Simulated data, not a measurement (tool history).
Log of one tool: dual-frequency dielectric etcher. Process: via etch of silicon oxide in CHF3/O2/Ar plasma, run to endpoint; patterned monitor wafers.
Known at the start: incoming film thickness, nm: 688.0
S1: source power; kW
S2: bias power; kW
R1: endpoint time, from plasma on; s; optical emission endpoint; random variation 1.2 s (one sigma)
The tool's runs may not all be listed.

run,hour,S1,S2,R1
1,0.0,0.530,0.178,384.65
2,7.0,0.560,0.182,374.89
3,10.8,0.580,0.185,366.90
4,13.8,0.600,0.187,361.31
5,18.9,0.530,0.187,380.17
6,25.4,0.530,0.213,363.18
7,30.0,0.530,0.213,363.63

The next listed run, before its measurement:
8,35.5,0.550,0.215,?

R1: 355.28 s
